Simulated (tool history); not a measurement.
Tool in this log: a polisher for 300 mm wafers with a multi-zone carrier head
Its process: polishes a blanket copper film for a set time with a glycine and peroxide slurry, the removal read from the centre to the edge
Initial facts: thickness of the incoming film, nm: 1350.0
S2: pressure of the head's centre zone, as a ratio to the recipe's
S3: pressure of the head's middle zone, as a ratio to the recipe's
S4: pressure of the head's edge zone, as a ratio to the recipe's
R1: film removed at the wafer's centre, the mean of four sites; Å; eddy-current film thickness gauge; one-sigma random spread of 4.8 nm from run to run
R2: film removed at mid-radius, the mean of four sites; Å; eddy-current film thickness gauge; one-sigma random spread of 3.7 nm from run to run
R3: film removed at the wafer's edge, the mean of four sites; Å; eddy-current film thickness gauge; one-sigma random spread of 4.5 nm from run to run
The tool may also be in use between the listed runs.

{"run": 1, "day": 0.0, "flow of slurry (ml/min)": 120, "S2": 1, "S3": 1, "S4": 1, "polishing time (s)": 79, "R1": 5325.1, "R2": 5218.7, "R3": 5353.7}
{"run": 2, "day": 0.358, "flow of slurry (ml/min)": 120, "S2": 1, "S3": 1, "S4": 0.96, "polishing time (s)": 79, "R1": 5201.3, "R2": 5226.8, "R3": 5186.7}
{"run": 3, "day": 0.604, "flow of slurry (ml/min)": 110, "S2": 0.96, "S3": 0.95, "S4": 0.95, "polishing time (s)": 74, "R1": 4669, "R2": 4645.2, "R3": 4762.5}
{"run": 4, "day": 0.779, "flow of slurry (ml/min)": 110, "S2": 0.96, "S3": 0.95, "S4": 0.91, "polishing time (s)": 74, "R1": 4789.4, "R2": 4707.5, "R3": 4683}
{"run": 5, "day": 0.967, "flow of slurry (ml/min)": 100, "S2": 0.92, "S3": 0.92, "S4": 0.94, "polishing time (s)": 69, "R1": 4196.2, "R2": 4266.4, "R3": 4517.4}
{"run": 6, "day": 1.338, "flow of slurry (ml/min)": 100, "S2": 0.92, "S3": 0.92, "S4": 0.94, "polishing time (s)": 59, "R1": 3571.4, "R2": 3627.3, "R3": 3826.7}
{"run": 7, "day": 1.658, "flow of slurry (ml/min)": 95, "S2": 0.9, "S3": 0.9, "S4": 0.96, "polishing time (s)": 59, "R1": 3502.9, "R2": 3487.8, "R3": 3818}

Estimate the outcome of run 8 from the log above:
{"run": 8, "day": 2.029, "flow of slurry (ml/min)": 80, "S2": 0.81, "S3": 0.89, "S4": 1.04, "polishing time (s)": 61, "R1": "?", "R2": "?", "R3": "?"}

{"run 8": {"R1": 3132.3, "R2": 3527.2, "R3": 4011.4}}
